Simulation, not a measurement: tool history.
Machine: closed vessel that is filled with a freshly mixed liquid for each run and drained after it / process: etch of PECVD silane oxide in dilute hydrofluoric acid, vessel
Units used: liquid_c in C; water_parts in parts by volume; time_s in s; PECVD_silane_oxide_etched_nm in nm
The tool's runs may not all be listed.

run 1 day=0 | liquid_c=22 water_parts=180 time_s=525 | PECVD_silane_oxide_etched_nm=54.854
run 2 day=0.308 | liquid_c=24.5 water_parts=180 time_s=525 | PECVD_silane_oxide_etched_nm=60.311
run 3 day=0.512 | liquid_c=23 water_parts=180 time_s=525 | PECVD_silane_oxide_etched_nm=56.906
run 4 day=0.55 | liquid_c=24 water_parts=175 time_s=525 | PECVD_silane_oxide_etched_nm=60.705
run 5 day=0.892 | liquid_c=24 water_parts=215 time_s=525 | PECVD_silane_oxide_etched_nm=47.79
run 6 day=1.212 | liquid_c=25 water_parts=205 time_s=525 | PECVD_silane_oxide_etched_nm=52.533
run 7 day=1.288 | liquid_c=25.5 water_parts=195 time_s=525 | PECVD_silane_oxide_etched_nm=56.646
run 8 day=1.517 | liquid_c=26 water_parts=190 time_s=525 | PECVD_silane_oxide_etched_nm=59.835
run 9 day=1.854 | liquid_c=26.5 water_parts=185 time_s=525 | PECVD_silane_oxide_etched_nm=62.748
run 10 day=1.979 | liquid_c=27 water_parts=180 time_s=525 | PECVD_silane_oxide_etched_nm=66.435
run 11 day=2.038 | liquid_c=27.5 water_parts=175 time_s=525 | PECVD_silane_oxide_etched_nm=69.318
-- day=2.3 hydrofluoric acid flow meter replaced
run 12 day=2.3 | liquid_c=28 water_parts=170 time_s=525 | PECVD_silane_oxide_etched_nm=68.663
run 13 day=2.475 | liquid_c=28 water_parts=165 time_s=525 | PECVD_silane_oxide_etched_nm=70.97

Forecast run 14:
run 14 day=2.625 | liquid_c=28 water_parts=160 time_s=525 | PECVD_silane_oxide_etched_nm=?

PECVD_silane_oxide_etched_nm: 73.358 nm

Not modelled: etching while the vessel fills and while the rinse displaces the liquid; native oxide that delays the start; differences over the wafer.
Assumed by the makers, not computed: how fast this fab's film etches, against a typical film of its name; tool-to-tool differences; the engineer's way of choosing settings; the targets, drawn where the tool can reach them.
